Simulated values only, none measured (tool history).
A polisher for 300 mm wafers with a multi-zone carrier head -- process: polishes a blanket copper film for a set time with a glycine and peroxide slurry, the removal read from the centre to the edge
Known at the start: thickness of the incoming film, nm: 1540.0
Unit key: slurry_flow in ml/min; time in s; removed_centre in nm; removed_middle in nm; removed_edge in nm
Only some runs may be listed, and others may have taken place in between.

{"run": 1, "hour": 0.0, "slurry_flow": 185, "centre_zone": 1, "middle_zone": 1, "edge_zone": 1, "time": 82, "removed_centre": 314.11, "removed_middle": 308.49, "removed_edge": 316.34}
{"run": 2, "hour": 5.8, "slurry_flow": 185, "centre_zone": 1, "middle_zone": 1, "edge_zone": 1, "time": 95, "removed_centre": 366.26, "removed_middle": 356.58, "removed_edge": 368.16}
{"run": 3, "hour": 13.4, "slurry_flow": 185, "centre_zone": 1, "middle_zone": 1, "edge_zone": 1.03, "time": 95, "removed_centre": 363.92, "removed_middle": 356.12, "removed_edge": 374.08}
{"run": 4, "hour": 22.4, "slurry_flow": 185, "centre_zone": 1, "middle_zone": 1, "edge_zone": 1.08, "time": 95, "removed_centre": 364.73, "removed_middle": 359.17, "removed_edge": 378.91}
{"run": 5, "hour": 27.4, "slurry_flow": 230, "centre_zone": 1, "middle_zone": 1, "edge_zone": 1.08, "time": 95, "removed_centre": 384.34, "removed_middle": 375.15, "removed_edge": 388.83}
{"run": 6, "hour": 34.5, "slurry_flow": 230, "centre_zone": 0.95, "middle_zone": 1, "edge_zone": 1.08, "time": 95, "removed_centre": 363.72, "removed_middle": 378.1, "removed_edge": 393.2}
{"run": 7, "hour": 36.2, "slurry_flow": 235, "centre_zone": 0.95, "middle_zone": 1.02, "edge_zone": 1.06, "time": 95, "removed_centre": 357.22, "removed_middle": 384.91, "removed_edge": 388.22}

What will run 8 give?
{"run": 8, "hour": 43.2, "slurry_flow": 245, "centre_zone": 0.96, "middle_zone": 1.03, "edge_zone": 1.05, "time": 95, "removed_centre": "?", "removed_middle": "?", "removed_edge": "?"}

Run 8 yielded removed_centre 372.94 nm, removed_middle 384.27 nm, removed_edge 391.18 nm.
